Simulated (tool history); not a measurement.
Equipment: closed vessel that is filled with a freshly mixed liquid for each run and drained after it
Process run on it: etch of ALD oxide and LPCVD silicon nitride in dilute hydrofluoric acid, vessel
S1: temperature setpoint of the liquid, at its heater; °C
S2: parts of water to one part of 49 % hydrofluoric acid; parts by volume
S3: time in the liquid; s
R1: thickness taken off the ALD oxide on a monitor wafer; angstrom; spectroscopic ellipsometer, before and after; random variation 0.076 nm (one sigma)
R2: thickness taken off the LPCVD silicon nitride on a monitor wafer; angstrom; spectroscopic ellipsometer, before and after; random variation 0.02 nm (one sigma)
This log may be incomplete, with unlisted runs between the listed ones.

run	hour	S1	S2	S3	R1	R2
1	0.0	25.0	165	245	276.08	8.7910
2	5.6	23.5	165	245	262.23	8.1867
3	7.4	23.5	125	245	360.82	10.2690
4	7.9	25.0	125	245	382.18	11.6310
5	10.1	25.0	165	245	276.79	8.9621
# hour 12.6: hydrofluoric acid flow meter replaced
6	12.6	23.5	170	245	224.52	6.9224

Run 7 is up next; what results do you expect?
7	16.4	23.0	170	245	?	?

{"run 7": {"R1": 220.03, "R2": 6.8373}}

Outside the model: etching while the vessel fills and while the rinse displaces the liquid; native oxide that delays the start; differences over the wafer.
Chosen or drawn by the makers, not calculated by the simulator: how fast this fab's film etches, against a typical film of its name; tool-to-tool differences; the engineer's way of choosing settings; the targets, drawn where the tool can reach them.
